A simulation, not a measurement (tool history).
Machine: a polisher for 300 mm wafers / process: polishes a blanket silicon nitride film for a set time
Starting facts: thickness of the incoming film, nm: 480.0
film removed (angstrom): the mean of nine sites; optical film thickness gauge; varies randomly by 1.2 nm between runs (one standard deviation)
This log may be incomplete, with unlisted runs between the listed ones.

| run | hour | flow of slurry (ml/min) | pressure of the wafer on the pad (kPa) | speed of the pad under the wafer (cm/s) | polishing time (s) | film removed (angstrom) |
|---|---|---|---|---|---|---|
| 1 | 0 | 285 | 24.1 | 128 | 59 | 1111 |
| 2 | 5.8 | 240 | 24.1 | 128 | 59 | 1097.3 |
| 3 | 13.9 | 310 | 24.1 | 128 | 59 | 1118.6 |
| 4 | 22.3 | 380 | 24.1 | 128 | 59 | 1152.7 |
| 5 | 28.5 | 380 | 24.1 | 128 | 59 | 1159.7 |
| 6 | 36.5 | 380 | 22.8 | 128 | 59 | 1065.6 |
| 7 | 41.7 | 380 | 22.1 | 128 | 59 | 1033.2 |

Run 8, settings as shown, results not yet in. Your forecast:
| 8 | 50 | 380 | 21.4 | 128 | 59 | ? |

Logged for run 8: film removed (angstrom) 986.59.
